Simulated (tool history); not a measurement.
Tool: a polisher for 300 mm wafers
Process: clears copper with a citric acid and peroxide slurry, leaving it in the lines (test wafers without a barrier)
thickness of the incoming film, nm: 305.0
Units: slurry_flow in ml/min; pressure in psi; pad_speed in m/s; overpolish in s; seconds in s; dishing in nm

run,hour,slurry_flow,pressure,pad_speed,slurry_solids,overpolish,seconds,dishing
1,0.0,190,3.6,0.92,1.0,25,137.87,28.679
2,3.9,190,3.6,1.06,1.0,25,121.92,30.674
3,10.5,185,3.4,1.08,1.0,21,123.34,26.885
4,11.9,185,3.4,1.08,1.0,26,121.07,30.245
5,15.3,185,3.4,1.24,1.0,26,113.83,32.708
6,18.3,185,3.2,1.20,1.0,22,120.71,27.892
7,24.9,180,3.0,1.20,1.0,19,123.17,24.162
8,31.5,180,2.8,1.22,1.0,18,132.95,22.707
9,32.2,180,2.7,1.22,1.0,16,138.07,20.196

The next listed run, before its measurement:
10,33.8,180,2.6,1.22,1.0,15,?,?

{"run 10": {"seconds": 136.25, "dishing": 18.48}}
